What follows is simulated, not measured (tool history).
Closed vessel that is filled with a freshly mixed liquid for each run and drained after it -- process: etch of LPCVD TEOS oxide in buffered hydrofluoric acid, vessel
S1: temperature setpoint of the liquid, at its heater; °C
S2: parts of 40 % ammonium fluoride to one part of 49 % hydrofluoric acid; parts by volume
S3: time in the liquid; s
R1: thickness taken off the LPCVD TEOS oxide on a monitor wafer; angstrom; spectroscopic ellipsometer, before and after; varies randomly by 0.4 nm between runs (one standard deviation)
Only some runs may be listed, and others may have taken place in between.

{"run": 1, "hour": 0.0, "S1": 22, "S2": 8, "S3": 30, "R1": 607.41}
{"run": 2, "hour": 6.9, "S1": 18.5, "S2": 8, "S3": 30, "R1": 503.62}
{"run": 3, "hour": 15.0, "S1": 19.5, "S2": 8, "S3": 30, "R1": 534.67}
{"run": 4, "hour": 21.4, "S1": 19.5, "S2": 8, "S3": 30, "R1": 527.58}
{"run": 5, "hour": 23.7, "S1": 20, "S2": 8, "S3": 30, "R1": 543.31}
{"run": 6, "hour": 25.1, "S1": 17, "S2": 8, "S3": 30, "R1": 464.1}
{"run": 7, "hour": 27.8, "S1": 21, "S2": 8, "S3": 30, "R1": 574.25}
{"run": 8, "hour": 33.1, "S1": 21.5, "S2": 8, "S3": 30, "R1": 591.21}

What will run 9 give?
{"run": 9, "hour": 41.8, "S1": 22, "S2": 8, "S3": 30, "R1": "?"}

{"run 9": {"R1": 606.51}}

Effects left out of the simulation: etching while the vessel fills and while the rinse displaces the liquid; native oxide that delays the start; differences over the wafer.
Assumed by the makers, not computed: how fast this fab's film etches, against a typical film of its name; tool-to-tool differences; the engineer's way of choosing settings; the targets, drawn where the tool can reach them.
